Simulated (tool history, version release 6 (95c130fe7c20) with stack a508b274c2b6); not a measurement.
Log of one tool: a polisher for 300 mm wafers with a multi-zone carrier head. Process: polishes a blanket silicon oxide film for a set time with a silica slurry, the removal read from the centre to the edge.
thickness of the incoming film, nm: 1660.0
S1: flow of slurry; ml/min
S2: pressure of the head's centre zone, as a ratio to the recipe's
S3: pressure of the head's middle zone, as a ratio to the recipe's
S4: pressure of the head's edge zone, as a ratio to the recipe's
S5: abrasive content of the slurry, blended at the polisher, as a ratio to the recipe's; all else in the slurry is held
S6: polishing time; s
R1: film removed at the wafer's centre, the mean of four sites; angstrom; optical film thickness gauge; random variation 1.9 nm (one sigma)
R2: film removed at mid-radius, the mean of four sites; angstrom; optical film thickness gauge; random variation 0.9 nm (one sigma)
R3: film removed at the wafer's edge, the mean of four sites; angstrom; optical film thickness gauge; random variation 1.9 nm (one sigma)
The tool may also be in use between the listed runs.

run	hour	S1	S2	S3	S4	S5	S6	R1	R2	R3
1	0	170	1	1	1	1	50	1143.2	1162.2	1145.3
2	8.9	170	1	1	1	1	59	1363.9	1370.4	1374.5
3	11.1	170	1	0.96	1	1	59	1362.8	1347.7	1368.4
4	12.4	170	1	0.96	1	1	69	1573.5	1554.5	1603.5
5	16.9	170	1	0.96	0.92	1	69	1562.8	1578	1558.8
6	25.7	160	1.03	0.94	0.9	1	69	1617.5	1518.3	1562.7
7	33.8	160	1.05	0.94	0.88	0.95	69	1627.5	1494.6	1498
8	39.9	155	1.06	0.93	0.87	0.95	69	1639.8	1468	1490.6

Run 9 comes next. What will it give?
9	40.6	155	1.06	0.93	0.87	0.95	69	?	?	?

{"run 9": {"R1": 1631, "R2": 1492.4, "R3": 1502.2}}

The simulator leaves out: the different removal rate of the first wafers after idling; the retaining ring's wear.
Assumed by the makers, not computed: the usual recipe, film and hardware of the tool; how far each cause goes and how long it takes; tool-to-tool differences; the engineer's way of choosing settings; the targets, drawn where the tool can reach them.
